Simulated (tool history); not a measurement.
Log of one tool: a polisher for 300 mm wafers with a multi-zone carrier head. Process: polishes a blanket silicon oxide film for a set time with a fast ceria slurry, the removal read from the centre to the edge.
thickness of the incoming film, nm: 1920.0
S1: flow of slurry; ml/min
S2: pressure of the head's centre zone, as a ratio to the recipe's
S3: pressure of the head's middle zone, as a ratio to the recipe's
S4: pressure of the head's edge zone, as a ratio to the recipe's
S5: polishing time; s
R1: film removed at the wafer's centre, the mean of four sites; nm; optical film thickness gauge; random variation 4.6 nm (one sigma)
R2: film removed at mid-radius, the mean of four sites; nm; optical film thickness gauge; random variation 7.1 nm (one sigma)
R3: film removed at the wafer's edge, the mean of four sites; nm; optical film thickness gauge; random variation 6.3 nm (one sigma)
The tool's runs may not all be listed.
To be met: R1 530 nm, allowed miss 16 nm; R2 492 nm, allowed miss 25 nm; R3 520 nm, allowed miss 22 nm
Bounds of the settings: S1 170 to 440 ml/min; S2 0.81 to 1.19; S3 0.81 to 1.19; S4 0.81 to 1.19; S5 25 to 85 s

run  hour   S1    S2    S3    S4  S5      R1      R2      R3
  1     0  280     1     1     1  55  776.32  775.47  773.05
  2   5.4  280  0.99  0.98  0.98  51  718.77  715.88  713.87
  3   6.5  280  0.99  0.96  0.97  48  688.12  672.78  679.69
  4  10.7  280  0.99  0.92  0.97  48  696.17  642.69  690.98
  5  15.8  280  0.98  0.91  0.96  45  643.08  589.24   623.1
  6  19.5  310  0.98  0.91  0.96  45  636.78  600.75   624.4
  7  27.8  310  0.97   0.9  0.94  44  613.23  569.72  598.48
  8  33.2  310  0.95  0.89  0.92  44  611.27  574.21  602.31
  9  38.6  310  0.94  0.88  0.91  43  592.37  557.51  586.88
 10  40.4  310  0.94  0.87   0.9  42  576.59     548  573.71
 11  46.5  310  0.94  0.86  0.89  41  562.91  522.81  568.07
 12  51.8  285  0.95  0.88  0.81  37  508.39  483.02  477.65

Which of these 4 next moves meets every target?
  A  57.1  205  1.03  0.94  0.83  38   ?   ?   ?
  B  57.1  290  1.05  0.93  0.81  33   ?   ?   ?
  C  57.1  210  0.92  0.87   0.9  45   ?   ?   ?
  D  57.1  330  0.96  0.88  0.93  38   ?   ?   ?

move      R1      R2      R3
   A  535.28  499.18   477.3
   B  492.42  446.81  421.99
   C  580.54  561.66  587.99
   D  533.96  500.71  522.02
A: as far off as the last run
B: further off than the last run
C: takes the result that was furthest off past its target
D: meets every target
Move D is the one to make.
